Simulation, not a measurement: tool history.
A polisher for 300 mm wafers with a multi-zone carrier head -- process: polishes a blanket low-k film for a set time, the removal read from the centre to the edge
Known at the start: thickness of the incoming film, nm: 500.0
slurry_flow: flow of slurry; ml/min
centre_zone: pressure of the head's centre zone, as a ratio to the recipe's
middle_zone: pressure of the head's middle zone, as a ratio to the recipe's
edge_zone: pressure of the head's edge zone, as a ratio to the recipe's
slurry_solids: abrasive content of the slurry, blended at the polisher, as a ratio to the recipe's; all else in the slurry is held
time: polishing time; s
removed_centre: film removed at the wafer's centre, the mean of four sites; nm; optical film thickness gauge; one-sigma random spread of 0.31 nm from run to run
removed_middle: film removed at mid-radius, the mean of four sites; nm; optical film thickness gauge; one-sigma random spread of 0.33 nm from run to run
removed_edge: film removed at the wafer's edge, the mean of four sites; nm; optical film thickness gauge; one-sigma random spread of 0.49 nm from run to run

run  hour  slurry_flow  centre_zone  middle_zone  edge_zone  slurry_solids  time  removed_centre  removed_middle  removed_edge
  1     0          240            1            1          1              1    74          27.335          26.478        27.621
  2   2.3          240            1            1          1            1.2    74          30.233          28.639        29.948
  3   4.2          245         1.01         1.02       1.01           1.25    74          31.089          29.732        31.185
  4    13          245         1.01         0.96       1.01           1.25    74          30.611          29.041        31.416
     20.3  -- slurry nozzle cleaned
  5  20.3          245         1.01         0.96       1.01           1.25    58          26.082          23.683        25.246
  6  23.1          245         1.01         1.03       1.01           1.25    58          26.308          24.808        25.756
  7  26.5          255         1.01         1.05          1            1.3    60           27.21           26.66        27.272

The next listed run, before its measurement:
  8  32.5          265         1.03         1.07       0.99           1.35    62               ?               ?             ?

{"run 8": {"removed_centre": 29.517, "removed_middle": 28.305, "removed_edge": 28.552}}
